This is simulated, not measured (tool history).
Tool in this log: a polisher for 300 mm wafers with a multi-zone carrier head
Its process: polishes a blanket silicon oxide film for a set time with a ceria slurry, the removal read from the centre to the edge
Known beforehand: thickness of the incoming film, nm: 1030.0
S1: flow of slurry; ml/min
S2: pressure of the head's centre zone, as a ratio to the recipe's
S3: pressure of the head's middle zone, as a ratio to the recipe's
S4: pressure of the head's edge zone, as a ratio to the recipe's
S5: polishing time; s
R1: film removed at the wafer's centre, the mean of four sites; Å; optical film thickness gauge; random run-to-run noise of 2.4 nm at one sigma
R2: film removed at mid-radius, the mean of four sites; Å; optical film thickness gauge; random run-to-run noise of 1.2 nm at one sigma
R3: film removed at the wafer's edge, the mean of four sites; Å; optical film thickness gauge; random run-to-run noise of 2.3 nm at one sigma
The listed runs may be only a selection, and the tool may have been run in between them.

run 1 hour=0 | S1=270 S2=1 S3=1 S4=1 S5=58 | R1=2925.2 R2=3008.8 R3=2891.2
run 2 hour=2.3 | S1=265 S2=0.99 S3=0.97 S4=0.96 S5=50 | R1=2488.1 R2=2539.8 R3=2442.4
run 3 hour=4.7 | S1=260 S2=0.99 S3=0.94 S4=0.92 S5=45 | R1=2322.1 R2=2213.6 R3=2195.9
run 4 hour=13.4 | S1=260 S2=0.95 S3=0.94 S4=0.92 S5=45 | R1=2197.8 R2=2202.2 R3=2192.1
run 5 hour=19.2 | S1=260 S2=0.95 S3=0.94 S4=0.89 S5=45 | R1=2175.3 R2=2211.2 R3=2144.6
run 6 hour=26.3 | S1=260 S2=0.95 S3=0.94 S4=0.97 S5=45 | R1=2183.8 R2=2192 R3=2246.6
run 7 hour=28.2 | S1=265 S2=0.95 S3=0.93 S4=0.93 S5=42 | R1=2077.3 R2=2055.2 R3=2102.9
run 8 hour=29.3 | S1=250 S2=0.95 S3=0.92 S4=0.89 S5=40 | R1=1963.6 R2=1947.4 R3=1887.3

Expected results for the next run?
run 9 hour=35.4 | S1=230 S2=0.94 S3=0.9 S4=0.88 S5=40 | R1=? R2=? R3=?

{"run 9": {"R1": 1922.5, "R2": 1849, "R3": 1848.8}}
